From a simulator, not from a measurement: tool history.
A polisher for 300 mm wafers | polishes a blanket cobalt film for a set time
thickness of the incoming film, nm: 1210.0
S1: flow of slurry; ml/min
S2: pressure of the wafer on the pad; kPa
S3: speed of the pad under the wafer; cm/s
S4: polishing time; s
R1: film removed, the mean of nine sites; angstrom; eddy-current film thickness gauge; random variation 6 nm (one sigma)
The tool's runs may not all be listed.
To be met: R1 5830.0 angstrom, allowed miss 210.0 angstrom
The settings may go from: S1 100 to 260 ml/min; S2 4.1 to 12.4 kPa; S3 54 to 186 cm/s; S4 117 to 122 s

{"run": 1, "hour": 0.0, "S1": 165, "S2": 8.3, "S3": 118, "S4": 117, "R1": 3916.1}
{"run": 2, "hour": 3.2, "S1": 165, "S2": 8.3, "S3": 98, "S4": 117, "R1": 3318.1}
{"run": 3, "hour": 7.6, "S1": 165, "S2": 8.3, "S3": 70, "S4": 117, "R1": 2455.1}
{"run": 4, "hour": 14.6, "S1": 165, "S2": 9.7, "S3": 70, "S4": 117, "R1": 2841.9}
{"run": 5, "hour": 17.6, "S1": 165, "S2": 8.3, "S3": 70, "S4": 117, "R1": 2470.3}
{"run": 6, "hour": 20.6, "S1": 170, "S2": 9.7, "S3": 82, "S4": 117, "R1": 3291.9}
{"run": 7, "hour": 25.4, "S1": 185, "S2": 10.3, "S3": 88, "S4": 117, "R1": 3734.3}
{"run": 8, "hour": 30.2, "S1": 185, "S2": 11.0, "S3": 94, "S4": 117, "R1": 4210.2}

5 next moves are on the table. One of them brings every result within its allowed miss. Which?
{"run": "A", "hour": 35.0, "S1": 180, "S2": 10.3, "S3": 134, "S4": 122, "R1": "?"}
{"run": "B", "hour": 35.0, "S1": 160, "S2": 11.0, "S3": 54, "S4": 117, "R1": "?"}
{"run": "C", "hour": 35.0, "S1": 215, "S2": 7.6, "S3": 86, "S4": 117, "R1": "?"}
{"run": "D", "hour": 35.0, "S1": 180, "S2": 9.0, "S3": 88, "S4": 118, "R1": "?"}
{"run": "E", "hour": 35.0, "S1": 160, "S2": 9.7, "S3": 62, "S4": 117, "R1": "?"}

move=A R1=5813.6
move=B R1=2611.3
move=C R1=2857.6
move=D R1=3354.7
move=E R1=2581.5
A: meets every target
B: further off than the last run
C: further off than the last run
D: further off than the last run
E: further off than the last run
The right move is A.
